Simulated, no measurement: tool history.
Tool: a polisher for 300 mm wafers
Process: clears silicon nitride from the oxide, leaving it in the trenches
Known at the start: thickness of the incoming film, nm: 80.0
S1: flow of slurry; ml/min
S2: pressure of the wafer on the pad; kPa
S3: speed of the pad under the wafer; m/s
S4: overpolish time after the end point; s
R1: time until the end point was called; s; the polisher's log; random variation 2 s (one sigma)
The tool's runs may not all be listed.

run 1 hour=0 | S1=250 S2=12.4 S3=1.12 S4=8 | R1=142.47
run 2 hour=1.2 | S1=250 S2=10.3 S3=1.12 S4=8 | R1=168.64
run 3 hour=7.9 | S1=250 S2=10.3 S3=1.12 S4=6 | R1=170.38
run 4 hour=10.4 | S1=250 S2=9.7 S3=1.12 S4=6 | R1=180.68
run 5 hour=17.2 | S1=250 S2=9.7 S3=1.12 S4=6 | R1=181.51
run 6 hour=25.9 | S1=250 S2=11.7 S3=1.12 S4=6 | R1=150.5
run 7 hour=29.5 | S1=250 S2=11 S3=1.12 S4=6 | R1=157.62
run 8 hour=35 | S1=250 S2=10.3 S3=1.12 S4=6 | R1=168.37
run 9 hour=43.2 | S1=250 S2=9.7 S3=1.12 S4=6 | R1=182.27
-- hour=44.9 head pressure recalibrated
run 10 hour=44.9 | S1=240 S2=6.2 S3=1.12 S4=6 | R1=294.99
run 11 hour=46 | S1=255 S2=6.2 S3=1.12 S4=6 | R1=291.61

Run 12 comes next. What will it give?
run 12 hour=46.7 | S1=255 S2=6.9 S3=1.12 S4=6 | R1=?

R1: 264.83 s
